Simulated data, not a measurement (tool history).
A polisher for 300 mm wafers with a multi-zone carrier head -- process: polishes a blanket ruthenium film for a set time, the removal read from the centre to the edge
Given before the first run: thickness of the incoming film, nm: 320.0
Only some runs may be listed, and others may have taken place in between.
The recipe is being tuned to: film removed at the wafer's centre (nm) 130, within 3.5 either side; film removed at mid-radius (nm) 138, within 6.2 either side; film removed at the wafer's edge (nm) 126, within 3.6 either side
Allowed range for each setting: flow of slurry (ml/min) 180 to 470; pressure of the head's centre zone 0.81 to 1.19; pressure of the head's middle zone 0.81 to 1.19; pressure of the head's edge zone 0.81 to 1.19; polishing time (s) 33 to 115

run  hour  flow of slurry (ml/min)  pressure of the head's centre zone  pressure of the head's middle zone  pressure of the head's edge zone  polishing time (s)  film removed at the wafer's centre (nm)  film removed at mid-radius (nm)  film removed at the wafer's edge (nm)
  1     0                      300                                   1                                   1                                 1                  73                                   94.525                           96.178                                 88.951
  2   5.5                      300                                   1                                   1                              0.97                  73                                   95.659                           95.941                                 89.347
  3   8.5                      300                                   1                                1.06                              0.97                  73                                   96.337                           99.788                                 88.709
  4  10.4                      300                                   1                                1.11                              0.97                  73                                   94.465                           103.19                                 88.661
  5    17                      300                                   1                                1.11                              0.91                  73                                   95.976                            101.5                                 86.658
  6  19.1                      300                                   1                                1.11                              0.95                  73                                   94.938                           101.86                                 88.564
  7  26.1                      330                                 1.1                                1.17                              1.05                  94                                   134.94                           138.58                                 120.03
  8  26.9                      325                                1.09                                1.16                              1.07                  94                                   134.17                           136.66                                 120.39
  9  29.1                      325                                1.08                                1.16                              1.09                  94                                   132.88                           141.19                                 121.61
 10  36.9                      320                                1.07                                1.13                              1.11                  94                                   132.48                           137.04                                 121.86

Below are 5 possible settings for the next run. Only one of them brings all results inside the allowed miss of their targets. Which is it?
  A  44.7                      345                                1.11                                1.12                              1.07                  90                                        ?                                ?                                      ?
  B  44.7                      280                                1.01                                 1.1                              1.04                 100                                        ?                                ?                                      ?
  C  44.7                      440                                 1.1                                1.19                              1.18                  87                                        ?                                ?                                      ?
  D  44.7                      310                                0.99                                0.94                              0.99                 105                                        ?                                ?                                      ?
  E  44.7                      335                                1.03                                1.19                              1.08                  93                                        ?                                ?                                      ?

move  film removed at the wafer's centre (nm)  film removed at mid-radius (nm)  film removed at the wafer's edge (nm)
   A                                   131.89                           129.29                                 114.54
   B                                   130.98                           139.03                                  123.7
   C                                   129.03                            133.3                                 117.78
   D                                   136.32                           131.34                                 128.14
   E                                   126.57                           139.61                                 118.56
A: the biggest miss grows against the last run
B: every result within its allowed miss
C: the biggest miss grows against the last run
D: the worst result of the last run now meets its target, but another is out of spec
E: the biggest miss grows against the last run
B is the move that brings every result within its allowed miss.

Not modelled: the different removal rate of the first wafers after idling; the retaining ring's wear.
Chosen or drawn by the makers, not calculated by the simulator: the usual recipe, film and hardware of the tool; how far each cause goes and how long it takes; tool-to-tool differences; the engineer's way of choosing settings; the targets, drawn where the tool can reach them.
